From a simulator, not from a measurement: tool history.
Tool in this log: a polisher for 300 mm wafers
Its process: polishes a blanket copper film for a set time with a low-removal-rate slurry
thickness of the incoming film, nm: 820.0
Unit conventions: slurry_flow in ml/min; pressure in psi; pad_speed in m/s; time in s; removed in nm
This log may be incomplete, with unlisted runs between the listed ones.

| run | hour | slurry_flow | pressure | pad_speed | slurry_solids | time | removed |
|---|---|---|---|---|---|---|---|
| 1 | 0 | 175 | 2.3 | 1.34 | 1 | 32 | 119.54 |
| 2 | 3.5 | 175 | 2.8 | 1.34 | 1 | 32 | 134 |
| 3 | 8.2 | 175 | 2.8 | 1.34 | 0.8 | 32 | 130.93 |
| 4 | 13.9 | 175 | 2.5 | 1.24 | 0.8 | 32 | 110.46 |
| 5 | 21.9 | 175 | 2.2 | 1.18 | 0.8 | 32 | 97.916 |
| 6 | 25.7 | 175 | 2.2 | 1.46 | 0.8 | 32 | 118.13 |

Run 7 has not been measured yet. What should we expect?
| 7 | 31.4 | 175 | 2 | 1.34 | 0.8 | 32 | ? |

{"run 7": {"removed": 102.47}}

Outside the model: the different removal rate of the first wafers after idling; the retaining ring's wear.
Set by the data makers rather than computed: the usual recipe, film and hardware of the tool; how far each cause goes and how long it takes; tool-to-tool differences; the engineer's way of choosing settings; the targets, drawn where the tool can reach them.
